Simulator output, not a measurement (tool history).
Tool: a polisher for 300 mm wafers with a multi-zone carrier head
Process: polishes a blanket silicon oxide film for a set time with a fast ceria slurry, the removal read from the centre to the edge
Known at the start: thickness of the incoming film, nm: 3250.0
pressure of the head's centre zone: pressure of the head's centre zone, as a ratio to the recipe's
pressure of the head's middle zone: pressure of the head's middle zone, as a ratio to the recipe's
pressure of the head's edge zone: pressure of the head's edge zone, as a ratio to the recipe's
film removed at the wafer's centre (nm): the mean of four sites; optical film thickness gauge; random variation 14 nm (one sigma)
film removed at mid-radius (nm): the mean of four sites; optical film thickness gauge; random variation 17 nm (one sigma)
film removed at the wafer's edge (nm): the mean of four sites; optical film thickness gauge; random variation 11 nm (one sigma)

| run | day | flow of slurry (ml/min) | pressure of the head's centre zone | pressure of the head's middle zone | pressure of the head's edge zone | polishing time (s) | film removed at the wafer's centre (nm) | film removed at mid-radius (nm) | film removed at the wafer's edge (nm) |
|---|---|---|---|---|---|---|---|---|---|
| 1 | 0 | 295 | 1 | 1 | 1 | 51 | 1143.4 | 1135.8 | 1166.6 |
| 2 | 0.333 | 295 | 1 | 1 | 1.08 | 51 | 1136.4 | 1150.5 | 1220.7 |
| 3 | 0.638 | 295 | 1.03 | 1 | 1.08 | 51 | 1159.5 | 1152.9 | 1217.3 |
| 4 | 0.704 | 295 | 1.03 | 1 | 1.08 | 42 | 977.45 | 939.96 | 999.27 |
| 5 | 0.825 | 295 | 1.03 | 0.95 | 1.08 | 42 | 984.93 | 877.98 | 1019.7 |
| 6 | 1.175 | 325 | 1.03 | 0.95 | 1.08 | 42 | 973.17 | 921.23 | 1022.4 |

Forecast run 7:
| 7 | 1.283 | 320 | 1.07 | 0.99 | 1.08 | 47 | ? | ? | ? |

{"run 7": {"film removed at the wafer's centre (nm)": 1155.3, "film removed at mid-radius (nm)": 1034.4, "film removed at the wafer's edge (nm)": 1127.2}}

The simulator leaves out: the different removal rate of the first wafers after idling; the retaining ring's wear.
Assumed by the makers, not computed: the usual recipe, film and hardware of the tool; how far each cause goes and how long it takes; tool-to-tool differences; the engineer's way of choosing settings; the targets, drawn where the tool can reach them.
